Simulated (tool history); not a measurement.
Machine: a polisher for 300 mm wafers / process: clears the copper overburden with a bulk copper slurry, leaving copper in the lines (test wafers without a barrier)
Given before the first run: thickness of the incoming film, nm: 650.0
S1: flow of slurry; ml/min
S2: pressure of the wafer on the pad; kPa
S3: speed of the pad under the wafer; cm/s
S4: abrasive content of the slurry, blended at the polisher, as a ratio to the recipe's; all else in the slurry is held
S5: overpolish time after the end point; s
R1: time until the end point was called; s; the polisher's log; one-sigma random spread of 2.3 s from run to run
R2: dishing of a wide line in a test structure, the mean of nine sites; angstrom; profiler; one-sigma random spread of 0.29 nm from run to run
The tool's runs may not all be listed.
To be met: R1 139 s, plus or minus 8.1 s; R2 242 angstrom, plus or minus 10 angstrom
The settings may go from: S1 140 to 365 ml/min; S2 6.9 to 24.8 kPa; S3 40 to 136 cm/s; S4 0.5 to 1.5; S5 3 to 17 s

{"run": 1, "hour": 0.0, "S1": 235, "S2": 15.9, "S3": 88, "S4": 1, "S5": 9, "R1": 99.022, "R2": 263.38}
{"run": 2, "hour": 8.8, "S1": 235, "S2": 15.2, "S3": 88, "S4": 1, "S5": 9, "R1": 102.43, "R2": 255.59}
{"run": 3, "hour": 9.5, "S1": 260, "S2": 15.2, "S3": 88, "S4": 1, "S5": 9, "R1": 103.02, "R2": 253.71}
{"run": 4, "hour": 12.3, "S1": 260, "S2": 14.5, "S3": 88, "S4": 1, "S5": 9, "R1": 109.25, "R2": 249.04}
{"run": 5, "hour": 16.6, "S1": 260, "S2": 14.5, "S3": 88, "S4": 1, "S5": 6, "R1": 104.9, "R2": 199.13}
{"run": 6, "hour": 21.5, "S1": 260, "S2": 14.5, "S3": 88, "S4": 0.9, "S5": 6, "R1": 109.96, "R2": 197.57}
{"run": 7, "hour": 30.0, "S1": 260, "S2": 14.5, "S3": 88, "S4": 0.9, "S5": 7, "R1": 110.46, "R2": 217.37}
{"run": 8, "hour": 38.5, "S1": 260, "S2": 14.5, "S3": 88, "S4": 0.85, "S5": 7, "R1": 108.79, "R2": 217.37}
{"run": 9, "hour": 40.2, "S1": 260, "S2": 10.3, "S3": 84, "S4": 0.85, "S5": 11, "R1": 153.75, "R2": 221.6}

Next run, 4 choices. One meets every target within its allowed miss, the rest don't. Which?
{"run": "A", "hour": 41.9, "S1": 285, "S2": 11.7, "S3": 88, "S4": 0.7, "S5": 11, "R1": "?", "R2": "?"}
{"run": "B", "hour": 41.9, "S1": 270, "S2": 11, "S3": 104, "S4": 1, "S5": 10, "R1": "?", "R2": "?"}
{"run": "C", "hour": 41.9, "S1": 255, "S2": 11, "S3": 78, "S4": 0.8, "S5": 10, "R1": "?", "R2": "?"}
{"run": "D", "hour": 41.9, "S1": 270, "S2": 9.7, "S3": 86, "S4": 0.95, "S5": 14, "R1": "?", "R2": "?"}

move=A R1=138.6 R2=238.23
move=B R1=125.06 R2=238.36
move=C R1=157.65 R2=210.7
move=D R1=162.89 R2=244.74
A: meets every target
B: the furthest-off result lands on target, but another misses its tolerance
C: further off than the last run
D: the furthest-off result lands on target, but another misses its tolerance
A is the move that brings every result within its allowed miss.
